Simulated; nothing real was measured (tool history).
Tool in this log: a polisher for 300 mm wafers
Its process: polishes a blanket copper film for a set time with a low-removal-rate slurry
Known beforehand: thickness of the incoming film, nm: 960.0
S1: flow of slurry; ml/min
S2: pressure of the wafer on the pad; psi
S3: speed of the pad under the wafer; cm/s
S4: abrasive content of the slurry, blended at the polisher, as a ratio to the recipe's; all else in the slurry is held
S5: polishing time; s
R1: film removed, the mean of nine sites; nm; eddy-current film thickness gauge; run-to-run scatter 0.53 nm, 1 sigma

| run | hour | S1 | S2 | S3 | S4 | S5 | R1 |
|---|---|---|---|---|---|---|---|
| 1 | 0 | 195 | 2 | 130 | 1 | 67 | 133.6 |
| 2 | 6.6 | 195 | 2 | 130 | 1.1 | 67 | 137.17 |
| 3 | 9.7 | 195 | 1.8 | 124 | 1.1 | 67 | 119.63 |
| 4 | 18.4 | 195 | 1.7 | 118 | 1.1 | 67 | 106.78 |
| 5 | 22.7 | 195 | 1.9 | 118 | 1.1 | 67 | 119.71 |
| 6 | 28.8 | 195 | 1.8 | 114 | 1.1 | 67 | 108.42 |
| 7 | 30.2 | 195 | 1.7 | 112 | 1.1 | 67 | 101.33 |
| 8 | 35.6 | 195 | 1.7 | 112 | 1.1 | 67 | 102.8 |
| 9 | 42.4 | 195 | 1.6 | 108 | 1.1 | 67 | 92.971 |
| 10 | 49.2 | 195 | 1.5 | 106 | 1.1 | 67 | 85.97 |
| 11 | 58.1 | 195 | 1.4 | 104 | 1.1 | 67 | 77.335 |
| 12 | 61.7 | 195 | 1.3 | 104 | 1.1 | 67 | 72.52 |
| 13 | 66.6 | 185 | 1.1 | 104 | 1.1 | 67 | 60.478 |
| 14 | 69.1 | 180 | 1.1 | 104 | 1.1 | 67 | 61.215 |
|  | 74 | worn pad replaced by a new one |
| 15 | 74 | 175 | 1.1 | 104 | 1.1 | 67 | 67.307 |
| 16 | 77.9 | 180 | 1.1 | 104 | 1.1 | 67 | 65.938 |

The next listed run, before its measurement:
| 17 | 78.7 | 190 | 1.1 | 104 | 1.1 | 67 | ? |

{"run 17": {"R1": 67.973}}
